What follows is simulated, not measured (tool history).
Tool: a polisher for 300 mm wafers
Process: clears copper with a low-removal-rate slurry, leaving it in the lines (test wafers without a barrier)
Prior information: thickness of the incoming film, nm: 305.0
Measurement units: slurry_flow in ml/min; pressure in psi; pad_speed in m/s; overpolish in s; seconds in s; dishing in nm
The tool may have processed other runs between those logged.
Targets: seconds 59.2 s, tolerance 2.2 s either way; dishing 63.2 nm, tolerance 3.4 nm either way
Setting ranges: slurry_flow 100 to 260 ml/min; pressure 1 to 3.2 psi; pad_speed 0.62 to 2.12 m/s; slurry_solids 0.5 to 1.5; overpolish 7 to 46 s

Run 1, day 0: slurry_flow 165 ml/min, pressure 2.1 psi, pad_speed 1.36 m/s, slurry_solids 1, overpolish 24 s. Result: seconds 99.921 s, dishing 48.443 nm.
Run 2, day 0.121: slurry_flow 170 ml/min, pressure 2.2 psi, pad_speed 1.36 m/s, slurry_solids 1, overpolish 23 s. Result: seconds 95.989 s, dishing 48.769 nm.
Run 3, day 0.367: slurry_flow 155 ml/min, pressure 2.2 psi, pad_speed 1.36 m/s, slurry_solids 1, overpolish 23 s. Result: seconds 95.843 s, dishing 48.858 nm.
Run 4, day 0.467: slurry_flow 155 ml/min, pressure 2.3 psi, pad_speed 1.36 m/s, slurry_solids 1, overpolish 22 s. Result: seconds 94.534 s, dishing 49.047 nm.
Run 5, day 0.7: slurry_flow 155 ml/min, pressure 2.3 psi, pad_speed 1.68 m/s, slurry_solids 1, overpolish 22 s. Result: seconds 75.451 s, dishing 56.497 nm.
Run 6, day 0.85: slurry_flow 160 ml/min, pressure 2.4 psi, pad_speed 1.68 m/s, slurry_solids 1, overpolish 22 s. Result: seconds 73.154 s, dishing 58.613 nm.
Run 7, day 0.942: slurry_flow 160 ml/min, pressure 2.5 psi, pad_speed 1.68 m/s, slurry_solids 1, overpolish 21 s. Result: seconds 71.487 s, dishing 58.789 nm.
Run 8, day 0.967: slurry_flow 160 ml/min, pressure 2.6 psi, pad_speed 1.68 m/s, slurry_solids 1, overpolish 20 s. Result: seconds 68.347 s, dishing 59.96 nm.
Run 9, day 1.017: slurry_flow 165 ml/min, pressure 2.8 psi, pad_speed 1.7 m/s, slurry_solids 1, overpolish 18 s. Result: seconds 63.199 s, dishing 57.44 nm.
Run 10, day 1.308: slurry_flow 170 ml/min, pressure 3 psi, pad_speed 1.72 m/s, slurry_solids 1, overpolish 20 s. Result: seconds 57.389 s, dishing 67.913 nm.

4 candidate next runs follow, results not yet known. Just one meets every target within its allowed miss. Identify it.
Run A, day 1.6: slurry_flow 140 ml/min, pressure 3.1 psi, pad_speed 1.6 m/s, slurry_solids 1.35, overpolish 23 s. Result: seconds ?, dishing ?.
Run B, day 1.6: slurry_flow 210 ml/min, pressure 3 psi, pad_speed 1.46 m/s, slurry_solids 1.1, overpolish 24 s. Result: seconds ?, dishing ?.
Run C, day 1.6: slurry_flow 185 ml/min, pressure 2.8 psi, pad_speed 1.78 m/s, slurry_solids 0.95, overpolish 19 s. Result: seconds ?, dishing ?.
Run D, day 1.6: slurry_flow 180 ml/min, pressure 2.8 psi, pad_speed 1.84 m/s, slurry_solids 0.9, overpolish 17 s. Result: seconds ?, dishing ?.

move  seconds  dishing
   A   57.996   75.774
   B   63.871    72.43
   C    59.13   63.549
   D   58.182   58.788
A: further off than the last run
B: further off than the last run
C: each result inside its tolerance
D: takes the result that was furthest off past its target
Move C is the one to make.
